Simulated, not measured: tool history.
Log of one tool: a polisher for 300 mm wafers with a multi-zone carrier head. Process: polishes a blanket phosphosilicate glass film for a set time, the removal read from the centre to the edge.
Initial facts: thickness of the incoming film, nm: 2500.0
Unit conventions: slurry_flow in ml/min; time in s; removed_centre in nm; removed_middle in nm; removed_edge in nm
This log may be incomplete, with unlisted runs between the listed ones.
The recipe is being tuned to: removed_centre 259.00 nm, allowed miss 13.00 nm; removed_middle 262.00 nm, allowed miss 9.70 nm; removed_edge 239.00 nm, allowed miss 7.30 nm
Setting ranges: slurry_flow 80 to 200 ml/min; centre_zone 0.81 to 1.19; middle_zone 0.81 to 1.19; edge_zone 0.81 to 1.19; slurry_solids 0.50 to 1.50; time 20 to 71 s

run 1 hour=0.0 | slurry_flow=130 centre_zone=1.00 middle_zone=1.00 edge_zone=1.00 slurry_solids=1.00 time=45 | removed_centre=312.17 removed_middle=319.84 removed_edge=324.13
run 2 hour=3.8 | slurry_flow=130 centre_zone=1.06 middle_zone=1.00 edge_zone=1.00 slurry_solids=1.00 time=45 | removed_centre=337.37 removed_middle=324.64 removed_edge=327.93
run 3 hour=11.3 | slurry_flow=130 centre_zone=1.06 middle_zone=1.00 edge_zone=1.00 slurry_solids=1.00 time=56 | removed_centre=419.41 removed_middle=394.53 removed_edge=409.78
run 4 hour=15.7 | slurry_flow=130 centre_zone=1.06 middle_zone=1.04 edge_zone=1.00 slurry_solids=1.00 time=56 | removed_centre=417.79 removed_middle=416.44 removed_edge=404.15
run 5 hour=17.8 | slurry_flow=130 centre_zone=1.06 middle_zone=1.04 edge_zone=1.00 slurry_solids=0.90 time=56 | removed_centre=375.93 removed_middle=386.76 removed_edge=385.26
run 6 hour=24.7 | slurry_flow=135 centre_zone=1.09 middle_zone=1.04 edge_zone=0.95 slurry_solids=0.80 time=53 | removed_centre=354.09 removed_middle=338.03 removed_edge=325.89
run 7 hour=31.6 | slurry_flow=135 centre_zone=1.09 middle_zone=1.04 edge_zone=0.95 slurry_solids=0.80 time=53 | removed_centre=352.44 removed_middle=331.93 removed_edge=324.71
run 8 hour=34.8 | slurry_flow=130 centre_zone=1.08 middle_zone=1.05 edge_zone=0.92 slurry_solids=0.75 time=53 | removed_centre=336.69 removed_middle=325.98 removed_edge=304.98
run 9 hour=41.8 | slurry_flow=125 centre_zone=1.06 middle_zone=1.04 edge_zone=0.90 slurry_solids=0.70 time=53 | removed_centre=303.63 removed_middle=301.17 removed_edge=282.22
run 10 hour=44.0 | slurry_flow=115 centre_zone=1.05 middle_zone=1.03 edge_zone=0.88 slurry_solids=0.70 time=53 | removed_centre=293.49 removed_middle=289.50 removed_edge=274.60
run 11 hour=51.1 | slurry_flow=110 centre_zone=1.05 middle_zone=1.03 edge_zone=0.86 slurry_solids=0.70 time=53 | removed_centre=297.88 removed_middle=289.29 removed_edge=271.33
run 12 hour=58.6 | slurry_flow=105 centre_zone=1.04 middle_zone=1.03 edge_zone=0.85 slurry_solids=0.70 time=53 | removed_centre=291.41 removed_middle=290.11 removed_edge=266.63
run 13 hour=62.7 | slurry_flow=100 centre_zone=1.03 middle_zone=1.03 edge_zone=0.84 slurry_solids=0.70 time=53 | removed_centre=289.16 removed_middle=283.99 removed_edge=268.18
run 14 hour=71.5 | slurry_flow=105 centre_zone=1.03 middle_zone=1.03 edge_zone=0.84 slurry_solids=0.65 time=53 | removed_centre=271.99 removed_middle=275.51 removed_edge=254.34
run 15 hour=80.1 | slurry_flow=105 centre_zone=1.03 middle_zone=1.03 edge_zone=0.83 slurry_solids=0.65 time=53 | removed_centre=273.26 removed_middle=275.43 removed_edge=252.63
run 16 hour=86.1 | slurry_flow=105 centre_zone=1.03 middle_zone=1.03 edge_zone=0.82 slurry_solids=0.65 time=53 | removed_centre=268.98 removed_middle=268.50 removed_edge=249.55
run 17 hour=90.1 | slurry_flow=90 centre_zone=1.04 middle_zone=1.06 edge_zone=0.81 slurry_solids=0.60 time=53 | removed_centre=241.77 removed_middle=253.59 removed_edge=223.76
run 18 hour=91.4 | slurry_flow=90 centre_zone=1.04 middle_zone=1.06 edge_zone=0.81 slurry_solids=0.60 time=53 | removed_centre=248.08 removed_middle=249.13 removed_edge=228.62

Which one of the following 5 next-run settings gets every result inside its allowed miss? There is exactly one.
run A hour=92.7 | slurry_flow=105 centre_zone=1.19 middle_zone=0.99 edge_zone=0.81 slurry_solids=0.75 time=42 | removed_centre=? removed_middle=? removed_edge=?
run B hour=92.7 | slurry_flow=80 centre_zone=1.06 middle_zone=0.93 edge_zone=0.81 slurry_solids=0.70 time=51 | removed_centre=? removed_middle=? removed_edge=?
run C hour=92.7 | slurry_flow=85 centre_zone=0.99 middle_zone=1.05 edge_zone=0.97 slurry_solids=0.55 time=57 | removed_centre=? removed_middle=? removed_edge=?
run D hour=92.7 | slurry_flow=85 centre_zone=1.06 middle_zone=1.06 edge_zone=0.81 slurry_solids=0.65 time=53 | removed_centre=? removed_middle=? removed_edge=?
run E hour=92.7 | slurry_flow=80 centre_zone=1.01 middle_zone=1.04 edge_zone=0.90 slurry_solids=0.65 time=50 | removed_centre=? removed_middle=? removed_edge=?

move=A removed_centre=272.34 removed_middle=230.37 removed_edge=220.56
move=B removed_centre=264.25 removed_middle=237.26 removed_edge=243.00
move=C removed_centre=227.38 removed_middle=235.24 removed_edge=237.47
move=D removed_centre=262.69 removed_middle=259.04 removed_edge=239.16
move=E removed_centre=234.11 removed_middle=237.25 removed_edge=234.18
A: further off than the last run
B: the worst result of the last run now meets its target, but another is out of spec
C: the worst result of the last run now meets its target, but another is out of spec
D: every result lands within tolerance
E: the worst result of the last run now meets its target, but another is out of spec
Move D is the one to make.
